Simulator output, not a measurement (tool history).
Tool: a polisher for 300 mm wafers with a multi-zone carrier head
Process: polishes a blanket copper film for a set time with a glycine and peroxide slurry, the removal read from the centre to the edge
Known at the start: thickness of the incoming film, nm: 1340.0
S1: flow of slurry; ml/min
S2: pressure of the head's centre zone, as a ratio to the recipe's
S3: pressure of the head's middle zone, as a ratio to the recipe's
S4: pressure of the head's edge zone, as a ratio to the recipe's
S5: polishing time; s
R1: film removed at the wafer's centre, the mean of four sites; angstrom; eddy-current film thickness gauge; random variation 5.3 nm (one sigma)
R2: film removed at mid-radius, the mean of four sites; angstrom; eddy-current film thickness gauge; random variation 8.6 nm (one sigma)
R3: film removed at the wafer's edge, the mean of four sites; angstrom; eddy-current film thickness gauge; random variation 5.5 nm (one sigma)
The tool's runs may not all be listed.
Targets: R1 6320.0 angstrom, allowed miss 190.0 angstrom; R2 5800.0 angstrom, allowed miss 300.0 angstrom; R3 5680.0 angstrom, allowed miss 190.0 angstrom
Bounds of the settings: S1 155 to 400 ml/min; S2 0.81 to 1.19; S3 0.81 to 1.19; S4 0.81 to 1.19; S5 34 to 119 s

{"run": 1, "hour": 0.0, "S1": 255, "S2": 1.0, "S3": 1.0, "S4": 1.0, "S5": 76, "R1": 4653.1, "R2": 4564.5, "R3": 4549.8}
{"run": 2, "hour": 0.8, "S1": 255, "S2": 1.0, "S3": 1.0, "S4": 1.0, "S5": 66, "R1": 4074.2, "R2": 4027.0, "R3": 4097.2}
{"run": 3, "hour": 6.1, "S1": 255, "S2": 1.04, "S3": 1.0, "S4": 1.0, "S5": 66, "R1": 4202.8, "R2": 4069.3, "R3": 3998.5}
{"run": 4, "hour": 9.7, "S1": 260, "S2": 1.05, "S3": 1.0, "S4": 1.02, "S5": 69, "R1": 4501.6, "R2": 4169.6, "R3": 4290.2}
{"run": 5, "hour": 17.2, "S1": 265, "S2": 1.06, "S3": 1.02, "S4": 1.03, "S5": 71, "R1": 4649.7, "R2": 4391.9, "R3": 4409.0}
{"run": 6, "hour": 19.7, "S1": 265, "S2": 1.06, "S3": 1.09, "S4": 1.03, "S5": 71, "R1": 4675.2, "R2": 4649.0, "R3": 4439.0}
{"run": 7, "hour": 20.7, "S1": 270, "S2": 1.07, "S3": 1.1, "S4": 1.05, "S5": 72, "R1": 4810.6, "R2": 4776.0, "R3": 4479.5}
{"run": 8, "hour": 24.8, "S1": 275, "S2": 1.12, "S3": 1.05, "S4": 1.1, "S5": 93, "R1": 6526.3, "R2": 6069.3, "R3": 6044.5}
{"run": 9, "hour": 33.0, "S1": 270, "S2": 1.12, "S3": 1.05, "S4": 1.09, "S5": 93, "R1": 6452.0, "R2": 5995.3, "R3": 6000.3}
{"run": 10, "hour": 36.6, "S1": 270, "S2": 1.12, "S3": 1.05, "S4": 1.08, "S5": 93, "R1": 6454.8, "R2": 5916.6, "R3": 5920.9}
{"run": 11, "hour": 38.5, "S1": 270, "S2": 1.12, "S3": 1.05, "S4": 1.07, "S5": 93, "R1": 6431.3, "R2": 5878.4, "R3": 5961.6}
{"run": 12, "hour": 47.5, "S1": 270, "S2": 1.12, "S3": 1.06, "S4": 1.06, "S5": 93, "R1": 6563.1, "R2": 5979.9, "R3": 5882.9}
{"run": 13, "hour": 56.4, "S1": 265, "S2": 1.12, "S3": 1.06, "S4": 1.06, "S5": 93, "R1": 6517.6, "R2": 6088.0, "R3": 5873.4}

4 next moves are on the table. One of them brings every result within its allowed miss. Which?
{"run": "A", "hour": 65.3, "S1": 325, "S2": 1.06, "S3": 0.93, "S4": 0.94, "S5": 87, "R1": "?", "R2": "?", "R3": "?"}
{"run": "B", "hour": 65.3, "S1": 235, "S2": 1.12, "S3": 1.06, "S4": 0.93, "S5": 92, "R1": "?", "R2": "?", "R3": "?"}
{"run": "C", "hour": 65.3, "S1": 240, "S2": 1.11, "S3": 1.05, "S4": 1.02, "S5": 93, "R1": "?", "R2": "?", "R3": "?"}
{"run": "D", "hour": 65.3, "S1": 310, "S2": 1.15, "S3": 0.94, "S4": 1.08, "S5": 88, "R1": "?", "R2": "?", "R3": "?"}

move=A R1=5878.7 R2=5044.3 R3=5299.2
move=B R1=6311.6 R2=5738.0 R3=5411.9
move=C R1=6342.6 R2=5769.7 R3=5730.2
move=D R1=6422.6 R2=5121.1 R3=5712.5
A: takes the result that was furthest off past its target
B: brings the result that was furthest off to its target, and leaves another outside
C: meets every target
D: brings the result that was furthest off to its target, and leaves another outside
Answer: C
